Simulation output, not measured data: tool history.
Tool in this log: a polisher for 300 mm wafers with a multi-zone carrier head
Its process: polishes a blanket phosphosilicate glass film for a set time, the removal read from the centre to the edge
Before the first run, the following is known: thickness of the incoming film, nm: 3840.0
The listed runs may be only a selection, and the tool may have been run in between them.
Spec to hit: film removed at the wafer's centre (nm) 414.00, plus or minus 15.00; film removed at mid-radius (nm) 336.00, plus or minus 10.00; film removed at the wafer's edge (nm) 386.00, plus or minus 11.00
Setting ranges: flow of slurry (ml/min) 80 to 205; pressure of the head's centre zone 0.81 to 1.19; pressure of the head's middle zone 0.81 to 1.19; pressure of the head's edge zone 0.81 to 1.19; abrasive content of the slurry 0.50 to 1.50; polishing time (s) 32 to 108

run	hour	flow of slurry (ml/min)	pressure of the head's centre zone	pressure of the head's middle zone	pressure of the head's edge zone	abrasive content of the slurry	polishing time (s)	film removed at the wafer's centre (nm)	film removed at mid-radius (nm)	film removed at the wafer's edge (nm)
1	0.0	135	1.00	1.00	1.00	1.00	70	527.61	520.55	552.19
2	4.3	135	1.05	1.00	1.00	1.00	70	558.33	525.15	547.82
3	9.4	165	1.05	1.00	1.00	1.00	70	580.67	550.32	554.83
4	16.3	165	1.05	1.00	1.05	1.00	70	580.00	553.60	569.25
5	25.1	160	1.05	0.97	1.02	0.90	69	542.42	493.64	534.26
6	30.4	160	1.05	0.96	0.99	0.80	67	504.70	460.12	490.59
7	35.3	155	1.05	0.94	0.96	0.75	66	479.33	426.69	458.81
8	35.8	145	1.05	0.92	0.93	0.70	66	452.84	401.05	426.51

5 next moves are on the table. One of them brings every result within its allowed miss. Which?
A	36.3	115	0.98	1.10	0.91	0.50	77	?	?	?
B	36.3	185	1.04	0.83	0.92	0.75	56	?	?	?
C	36.3	135	0.88	0.84	1.00	0.90	66	?	?	?
D	36.3	200	1.19	1.15	0.81	0.70	60	?	?	?
E	36.3	115	0.99	0.88	1.10	0.85	60	?	?	?

move	film removed at the wafer's centre (nm)	film removed at mid-radius (nm)	film removed at the wafer's edge (nm)
A	400.44	432.35	405.60
B	416.07	335.29	389.95
C	437.92	407.13	492.59
D	486.96	463.05	387.69
E	404.61	359.73	441.25
A: the biggest miss grows against the last run
B: all results in spec
C: the biggest miss grows against the last run
D: the biggest miss grows against the last run
E: nearer than the last run, and not there yet
Correct choice: B, which meets every target
